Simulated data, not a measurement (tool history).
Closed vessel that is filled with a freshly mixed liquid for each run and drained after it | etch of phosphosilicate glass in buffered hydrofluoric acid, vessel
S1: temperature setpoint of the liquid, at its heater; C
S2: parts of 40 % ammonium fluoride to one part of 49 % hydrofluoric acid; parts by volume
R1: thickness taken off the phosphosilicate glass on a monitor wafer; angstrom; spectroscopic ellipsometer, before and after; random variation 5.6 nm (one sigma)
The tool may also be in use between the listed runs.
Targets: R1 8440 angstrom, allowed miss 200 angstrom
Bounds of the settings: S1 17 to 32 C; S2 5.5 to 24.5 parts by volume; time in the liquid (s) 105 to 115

run 1 hour=0 | S1=25 S2=15 time_in_the_liquid_(s)=105 | R1=5110.1
run 2 hour=3.5 | S1=26.5 S2=14.5 time_in_the_liquid_(s)=105 | R1=5682.3
run 3 hour=5.6 | S1=27.5 S2=14 time_in_the_liquid_(s)=105 | R1=6248.9
run 4 hour=6.7 | S1=25.5 S2=14 time_in_the_liquid_(s)=105 | R1=5609.5
run 5 hour=9.9 | S1=27 S2=14 time_in_the_liquid_(s)=105 | R1=6147.5
run 6 hour=17.1 | S1=28.5 S2=14 time_in_the_liquid_(s)=105 | R1=6679
run 7 hour=23.8 | S1=29 S2=14 time_in_the_liquid_(s)=105 | R1=6786.7
-- hour=27.3 thermometer replaced
run 8 hour=27.3 | S1=29.5 S2=14 time_in_the_liquid_(s)=105 | R1=7701.5
run 9 hour=28.8 | S1=30 S2=14 time_in_the_liquid_(s)=105 | R1=7837.8
run 10 hour=36.8 | S1=30.5 S2=14 time_in_the_liquid_(s)=105 | R1=8137.3

Which of these 5 next moves meets every target?
run A hour=44.8 | S1=28 S2=13.5 time_in_the_liquid_(s)=110 | R1=?
run B hour=44.8 | S1=29 S2=13 time_in_the_liquid_(s)=110 | R1=?
run C hour=44.8 | S1=21.5 S2=8.5 time_in_the_liquid_(s)=105 | R1=?
run D hour=44.8 | S1=31.5 S2=15 time_in_the_liquid_(s)=105 | R1=?
run E hour=44.8 | S1=30.5 S2=15 time_in_the_liquid_(s)=110 | R1=?

move=A R1=7760.8
move=B R1=8491.3
move=C R1=7932.7
move=D R1=8033.6
move=E R1=7987.7
A: further off than the last run
B: meets every target
C: further off than the last run
D: further off than the last run
E: further off than the last run
The right move is B.

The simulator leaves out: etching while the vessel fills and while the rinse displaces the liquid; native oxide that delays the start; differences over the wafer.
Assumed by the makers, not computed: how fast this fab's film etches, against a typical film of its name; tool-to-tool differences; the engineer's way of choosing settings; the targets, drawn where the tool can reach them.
